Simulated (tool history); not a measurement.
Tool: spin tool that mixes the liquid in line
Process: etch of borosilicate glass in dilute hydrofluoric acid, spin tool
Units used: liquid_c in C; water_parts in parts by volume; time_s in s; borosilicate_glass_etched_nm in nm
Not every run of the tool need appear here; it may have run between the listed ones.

Run 1, hour 0.0: liquid_c 25.0 C, water_parts 80 parts by volume, time_s 320 s. Result: borosilicate_glass_etched_nm 91.482 nm.
Run 2, hour 8.9: liquid_c 27.0 C, water_parts 65 parts by volume, time_s 320 s. Result: borosilicate_glass_etched_nm 123.120 nm.
Run 3, hour 16.6: liquid_c 27.0 C, water_parts 90 parts by volume, time_s 320 s. Result: borosilicate_glass_etched_nm 86.307 nm.
Run 4, hour 23.0: liquid_c 27.0 C, water_parts 90 parts by volume, time_s 320 s. Result: borosilicate_glass_etched_nm 85.491 nm.
Run 5, hour 31.7: liquid_c 28.5 C, water_parts 70 parts by volume, time_s 320 s. Result: borosilicate_glass_etched_nm 121.040 nm.
Run 6, hour 35.5: liquid_c 26.0 C, water_parts 70 parts by volume, time_s 320 s. Result: borosilicate_glass_etched_nm 109.360 nm.
Run 7, hour 36.2: liquid_c 28.0 C, water_parts 55 parts by volume, time_s 320 s. Result: borosilicate_glass_etched_nm 152.240 nm.
Run 8, hour 44.0: liquid_c 29.5 C, water_parts 50 parts by volume, time_s 320 s. Result: borosilicate_glass_etched_nm 179.850 nm.

Run 9 has not been measured yet. What should we expect?
Run 9, hour 47.9: liquid_c 30.5 C, water_parts 45 parts by volume, time_s 320 s. Result: borosilicate_glass_etched_nm ?.

{"run 9": {"borosilicate_glass_etched_nm": 210.11}}
